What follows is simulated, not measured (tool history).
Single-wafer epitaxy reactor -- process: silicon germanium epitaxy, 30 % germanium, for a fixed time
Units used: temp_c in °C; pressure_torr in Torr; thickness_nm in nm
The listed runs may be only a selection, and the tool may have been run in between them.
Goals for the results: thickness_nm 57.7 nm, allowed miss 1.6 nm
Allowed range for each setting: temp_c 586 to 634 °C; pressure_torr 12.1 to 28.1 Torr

Run 1, hour 0: temp_c 610 °C, pressure_torr 20.1 Torr. Result: thickness_nm 79.617 nm.
Run 2, hour 1.7: temp_c 620 °C, pressure_torr 20.1 Torr. Result: thickness_nm 97.333 nm.
Run 3, hour 4.8: temp_c 629 °C, pressure_torr 20.1 Torr. Result: thickness_nm 115.87 nm.
Run 4, hour 5.6: temp_c 629 °C, pressure_torr 21.9 Torr. Result: thickness_nm 119.96 nm.
Run 5, hour 12.2: temp_c 622 °C, pressure_torr 21.7 Torr. Result: thickness_nm 104.78 nm.
Run 6, hour 19.6: temp_c 614 °C, pressure_torr 21.7 Torr. Result: thickness_nm 88.985 nm.
Run 7, hour 21.6: temp_c 602 °C, pressure_torr 20.8 Torr. Result: thickness_nm 68.702 nm.
Run 8, hour 25: temp_c 600 °C, pressure_torr 20.7 Torr. Result: thickness_nm 65.497 nm.
Run 9, hour 28.7: temp_c 599 °C, pressure_torr 20.7 Torr. Result: thickness_nm 64.186 nm.
Run 10, hour 37.6: temp_c 598 °C, pressure_torr 20.7 Torr. Result: thickness_nm 62.976 nm.

Exercise: of the 4 proposed moves below, exactly one satisfies all targets within the stated allowed misses. Which move is it?
Run A, hour 46.5: temp_c 594 °C, pressure_torr 21 Torr. Result: thickness_nm ?.
Run B, hour 46.5: temp_c 601 °C, pressure_torr 19.4 Torr. Result: thickness_nm ?.
Run C, hour 46.5: temp_c 598 °C, pressure_torr 19.9 Torr. Result: thickness_nm ?.
Run D, hour 46.5: temp_c 602 °C, pressure_torr 17.9 Torr. Result: thickness_nm ?.

move  thickness_nm
   A        58.074
   B        64.967
   C        61.707
   D        63.994
A: all results in spec
B: lands further from the targets than the last run did
C: nearer than the last run, and not there yet
D: lands further from the targets than the last run did
Go with A: it meets all targets.

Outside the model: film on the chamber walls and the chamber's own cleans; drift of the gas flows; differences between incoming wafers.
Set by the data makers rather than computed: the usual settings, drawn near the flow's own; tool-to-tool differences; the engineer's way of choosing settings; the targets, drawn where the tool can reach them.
